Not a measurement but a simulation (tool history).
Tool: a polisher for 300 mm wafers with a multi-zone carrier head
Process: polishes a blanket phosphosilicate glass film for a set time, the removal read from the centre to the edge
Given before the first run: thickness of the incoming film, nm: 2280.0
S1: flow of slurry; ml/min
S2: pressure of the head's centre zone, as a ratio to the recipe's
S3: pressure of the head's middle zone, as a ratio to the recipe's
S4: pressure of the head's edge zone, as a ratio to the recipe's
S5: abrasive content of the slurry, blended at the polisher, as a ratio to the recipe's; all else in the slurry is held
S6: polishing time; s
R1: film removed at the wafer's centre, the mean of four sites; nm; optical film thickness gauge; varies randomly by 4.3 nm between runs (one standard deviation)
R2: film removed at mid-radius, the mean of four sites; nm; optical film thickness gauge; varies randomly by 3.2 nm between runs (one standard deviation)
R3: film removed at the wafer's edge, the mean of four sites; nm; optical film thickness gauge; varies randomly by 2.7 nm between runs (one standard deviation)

run 1 hour=0.0 | S1=320 S2=1.00 S3=1.00 S4=1.00 S5=1.00 S6=55 | R1=547.83 R2=558.10 R3=530.94
run 2 hour=6.3 | S1=380 S2=1.00 S3=1.00 S4=1.00 S5=1.00 S6=55 | R1=561.37 R2=562.61 R3=538.50
run 3 hour=9.1 | S1=375 S2=0.98 S3=0.96 S4=0.97 S5=0.90 S6=55 | R1=510.82 R2=505.68 R3=503.87
run 4 hour=17.0 | S1=370 S2=0.97 S3=0.94 S4=0.93 S5=0.85 S6=55 | R1=494.56 R2=487.81 R3=473.05
run 5 hour=18.1 | S1=365 S2=0.95 S3=0.91 S4=0.92 S5=0.80 S6=55 | R1=462.84 R2=447.05 R3=456.84
run 6 hour=19.6 | S1=365 S2=0.95 S3=0.91 S4=0.92 S5=1.00 S6=55 | R1=527.72 R2=517.68 R3=517.32
run 7 hour=20.3 | S1=355 S2=0.93 S3=0.89 S4=0.90 S5=0.95 S6=55 | R1=502.79 R2=496.90 R3=502.02

Predict the results of run 8:
run 8 hour=20.9 | S1=355 S2=0.92 S3=0.88 S4=0.88 S5=0.90 S6=55 | R1=? R2=? R3=?

R1: 480.45 nm
R2: 471.53 nm
R3: 484.82 nm
